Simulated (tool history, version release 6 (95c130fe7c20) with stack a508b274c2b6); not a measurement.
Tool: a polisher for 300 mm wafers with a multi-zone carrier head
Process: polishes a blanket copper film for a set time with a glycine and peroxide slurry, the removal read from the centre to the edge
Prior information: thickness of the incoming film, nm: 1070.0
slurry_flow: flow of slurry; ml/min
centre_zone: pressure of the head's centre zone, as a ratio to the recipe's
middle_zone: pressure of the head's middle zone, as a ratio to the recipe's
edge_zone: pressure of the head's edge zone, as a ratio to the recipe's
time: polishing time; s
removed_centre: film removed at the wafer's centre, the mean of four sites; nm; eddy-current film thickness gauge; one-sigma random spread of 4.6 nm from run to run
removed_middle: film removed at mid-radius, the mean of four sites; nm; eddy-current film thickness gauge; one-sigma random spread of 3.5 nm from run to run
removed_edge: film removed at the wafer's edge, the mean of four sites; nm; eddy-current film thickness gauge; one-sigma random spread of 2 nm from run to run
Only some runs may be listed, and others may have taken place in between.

run	hour	slurry_flow	centre_zone	middle_zone	edge_zone	time	removed_centre	removed_middle	removed_edge
1	0.0	120	1.00	1.00	1.00	62	389.10	363.06	370.64
2	8.1	115	0.99	1.00	0.98	62	381.59	361.56	365.10
3	14.0	115	1.02	1.00	0.98	62	393.98	362.90	369.77
4	18.1	115	1.02	1.00	0.92	62	404.60	366.32	356.42
5	20.3	115	0.95	1.00	0.92	62	365.83	365.12	349.57
6	28.6	115	0.95	0.93	0.92	62	365.94	345.77	351.20
7	30.3	110	0.94	0.93	0.91	62	358.36	336.32	349.18
8	30.8	105	0.93	0.94	0.90	62	348.20	332.95	345.96
9	34.6	105	0.93	0.95	0.89	62	338.71	342.71	346.87

Predict the results of run 10:
10	41.6	105	0.93	0.95	0.88	61	?	?	?

{"run 10": {"removed_centre": 346.59, "removed_middle": 338.88, "removed_edge": 339.61}}
